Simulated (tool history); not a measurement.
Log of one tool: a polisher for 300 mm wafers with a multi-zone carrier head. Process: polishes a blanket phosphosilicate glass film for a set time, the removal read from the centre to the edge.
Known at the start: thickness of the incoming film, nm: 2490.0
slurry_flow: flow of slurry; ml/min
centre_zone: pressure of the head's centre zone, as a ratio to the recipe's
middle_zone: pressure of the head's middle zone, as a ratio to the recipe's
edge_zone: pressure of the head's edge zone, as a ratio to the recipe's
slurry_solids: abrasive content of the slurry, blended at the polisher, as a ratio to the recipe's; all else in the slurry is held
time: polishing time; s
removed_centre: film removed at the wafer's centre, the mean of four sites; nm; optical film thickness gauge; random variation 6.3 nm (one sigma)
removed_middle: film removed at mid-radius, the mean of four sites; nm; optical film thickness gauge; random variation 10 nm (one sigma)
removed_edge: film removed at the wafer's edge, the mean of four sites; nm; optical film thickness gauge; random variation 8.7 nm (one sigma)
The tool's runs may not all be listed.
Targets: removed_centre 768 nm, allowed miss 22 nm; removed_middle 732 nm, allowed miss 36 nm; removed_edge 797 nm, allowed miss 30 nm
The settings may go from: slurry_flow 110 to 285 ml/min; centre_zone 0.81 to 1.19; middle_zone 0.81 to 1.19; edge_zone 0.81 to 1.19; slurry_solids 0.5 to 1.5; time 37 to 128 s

run	day	slurry_flow	centre_zone	middle_zone	edge_zone	slurry_solids	time	removed_centre	removed_middle	removed_edge
1	0	180	1	1	1	1	82	541.05	548.09	549.63
2	0.088	185	1.01	1	1.02	1.05	83	563.01	554.39	571.79
3	0.238	170	1.01	1	1.02	1.05	83	554.15	560.37	559.71
4	0.292	180	1.01	1.01	1.03	1.1	84	569.1	573.59	582.32
5	0.496	215	1.01	1.01	1.03	1.1	84	595.99	584.02	600.44
6	0.871	215	1.01	0.93	1.03	1.1	84	592	555.17	595.75
7	0.912	215	1.01	0.94	1.04	1.15	85	600.13	567.94	619.09
8	1.225	215	1.02	0.95	1.05	1.2	86	628.89	568.13	627.52
9	1.592	220	1.01	0.97	1.05	1.25	88	652.19	626.61	650.18
10	1.696	225	1.01	0.97	1.07	1.3	89	664.61	644.12	675.15
11	1.842	230	1.01	0.97	1.08	1.35	90	670.97	641.76	695.3

Which of these 4 next moves meets every target?
A	1.988	180	0.99	0.94	1.05	1.3	109	?	?	?
B	1.988	230	1.07	1.13	0.91	1.3	101	?	?	?
C	1.988	225	1.13	1	0.98	1.35	99	?	?	?
D	1.988	225	0.92	0.86	1.05	1.3	113	?	?	?

move	removed_centre	removed_middle	removed_edge
A	764.96	728.19	806.48
B	799.46	813.63	715.43
C	833.04	726.22	733.25
D	764.29	727.62	858.17
A: meets every target
B: takes the result that was furthest off past its target
C: takes the result that was furthest off past its target
D: brings the result that was furthest off to its target, and leaves another outside
The right move is A.
